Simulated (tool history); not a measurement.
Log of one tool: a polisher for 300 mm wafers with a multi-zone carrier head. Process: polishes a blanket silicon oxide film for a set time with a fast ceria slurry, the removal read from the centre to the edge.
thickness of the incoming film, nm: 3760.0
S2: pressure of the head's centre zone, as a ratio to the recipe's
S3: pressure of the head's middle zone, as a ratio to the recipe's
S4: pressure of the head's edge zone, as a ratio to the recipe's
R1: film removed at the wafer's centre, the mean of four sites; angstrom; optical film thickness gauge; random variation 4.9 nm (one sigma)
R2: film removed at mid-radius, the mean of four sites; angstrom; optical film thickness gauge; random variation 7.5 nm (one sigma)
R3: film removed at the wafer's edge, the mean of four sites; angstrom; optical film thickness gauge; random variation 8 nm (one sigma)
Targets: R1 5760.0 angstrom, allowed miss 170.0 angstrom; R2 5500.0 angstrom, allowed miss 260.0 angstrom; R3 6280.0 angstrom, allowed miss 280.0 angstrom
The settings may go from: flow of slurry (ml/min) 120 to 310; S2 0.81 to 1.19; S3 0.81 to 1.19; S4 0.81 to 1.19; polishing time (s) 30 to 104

{"run": 1, "day": 0.0, "flow of slurry (ml/min)": 200, "S2": 1.0, "S3": 1.0, "S4": 1.0, "polishing time (s)": 67, "R1": 9067.0, "R2": 9351.9, "R3": 9556.7}
{"run": 2, "day": 0.217, "flow of slurry (ml/min)": 245, "S2": 1.0, "S3": 1.0, "S4": 1.0, "polishing time (s)": 67, "R1": 9491.1, "R2": 9572.8, "R3": 10072.0}
{"run": 3, "day": 0.317, "flow of slurry (ml/min)": 245, "S2": 1.0, "S3": 1.08, "S4": 1.0, "polishing time (s)": 67, "R1": 9421.6, "R2": 10132.0, "R3": 9944.7}
{"run": 4, "day": 0.458, "flow of slurry (ml/min)": 245, "S2": 1.06, "S3": 1.08, "S4": 1.0, "polishing time (s)": 67, "R1": 9888.6, "R2": 10360.0, "R3": 9968.8}
{"run": 5, "day": 0.533, "flow of slurry (ml/min)": 245, "S2": 1.12, "S3": 1.08, "S4": 1.0, "polishing time (s)": 67, "R1": 10440.0, "R2": 10140.0, "R3": 10004.0}
{"run": 6, "day": 0.717, "flow of slurry (ml/min)": 245, "S2": 1.12, "S3": 1.08, "S4": 0.91, "polishing time (s)": 67, "R1": 10482.0, "R2": 10541.0, "R3": 9250.2}
{"run": 7, "day": 0.908, "flow of slurry (ml/min)": 235, "S2": 1.08, "S3": 1.03, "S4": 0.92, "polishing time (s)": 61, "R1": 9089.5, "R2": 9151.2, "R3": 8851.3}
{"run": 8, "day": 1.079, "flow of slurry (ml/min)": 220, "S2": 1.07, "S3": 1.0, "S4": 0.91, "polishing time (s)": 56, "R1": 8124.5, "R2": 7887.3, "R3": 7711.7}
{"run": 9, "day": 1.146, "flow of slurry (ml/min)": 210, "S2": 1.04, "S3": 0.97, "S4": 0.91, "polishing time (s)": 54, "R1": 7484.0, "R2": 7508.2, "R3": 7613.4}
{"run": 10, "day": 1.35, "flow of slurry (ml/min)": 200, "S2": 1.03, "S3": 0.94, "S4": 0.91, "polishing time (s)": 52, "R1": 7161.6, "R2": 6965.9, "R3": 7031.6}
{"run": 11, "day": 1.45, "flow of slurry (ml/min)": 190, "S2": 1.01, "S3": 0.91, "S4": 0.92, "polishing time (s)": 51, "R1": 6809.1, "R2": 6503.1, "R3": 7087.2}
{"run": 12, "day": 1.696, "flow of slurry (ml/min)": 180, "S2": 1.0, "S3": 0.89, "S4": 0.91, "polishing time (s)": 50, "R1": 6573.5, "R2": 6071.4, "R3": 6816.8}
{"run": 13, "day": 1.925, "flow of slurry (ml/min)": 170, "S2": 0.99, "S3": 0.88, "S4": 0.9, "polishing time (s)": 50, "R1": 6468.9, "R2": 6008.7, "R3": 6782.4}
{"run": 14, "day": 2.175, "flow of slurry (ml/min)": 165, "S2": 0.98, "S3": 0.88, "S4": 0.89, "polishing time (s)": 50, "R1": 6369.0, "R2": 5904.9, "R3": 6761.3}
{"run": 15, "day": 2.388, "flow of slurry (ml/min)": 165, "S2": 0.97, "S3": 0.88, "S4": 0.88, "polishing time (s)": 49, "R1": 6112.5, "R2": 5737.8, "R3": 6291.4}
{"run": 16, "day": 2.638, "flow of slurry (ml/min)": 160, "S2": 0.96, "S3": 0.88, "S4": 0.89, "polishing time (s)": 49, "R1": 6025.0, "R2": 5689.2, "R3": 6458.3}
{"run": 17, "day": 2.696, "flow of slurry (ml/min)": 155, "S2": 0.96, "S3": 0.88, "S4": 0.89, "polishing time (s)": 49, "R1": 5905.3, "R2": 5818.9, "R3": 6324.2}

Which of these 4 next moves meets every target?
{"run": "A", "day": 2.754, "flow of slurry (ml/min)": 140, "S2": 0.93, "S3": 1.01, "S4": 0.82, "polishing time (s)": 51, "R1": "?", "R2": "?", "R3": "?"}
{"run": "B", "day": 2.754, "flow of slurry (ml/min)": 160, "S2": 0.95, "S3": 0.86, "S4": 0.89, "polishing time (s)": 47, "R1": "?", "R2": "?", "R3": "?"}
{"run": "C", "day": 2.754, "flow of slurry (ml/min)": 150, "S2": 1.01, "S3": 0.96, "S4": 0.83, "polishing time (s)": 49, "R1": "?", "R2": "?", "R3": "?"}
{"run": "D", "day": 2.754, "flow of slurry (ml/min)": 130, "S2": 0.96, "S3": 0.81, "S4": 0.81, "polishing time (s)": 54, "R1": "?", "R2": "?", "R3": "?"}

move=A R1=5809.4 R2=6519.4 R3=6307.3
move=B R1=5701.6 R2=5469.1 R3=6210.3
move=C R1=6122.4 R2=6130.8 R3=6186.4
move=D R1=6120.4 R2=5602.3 R3=6548.7
A: further off than the last run
B: meets every target
C: further off than the last run
D: brings the result that was furthest off to its target, and leaves another outside
Answer: B
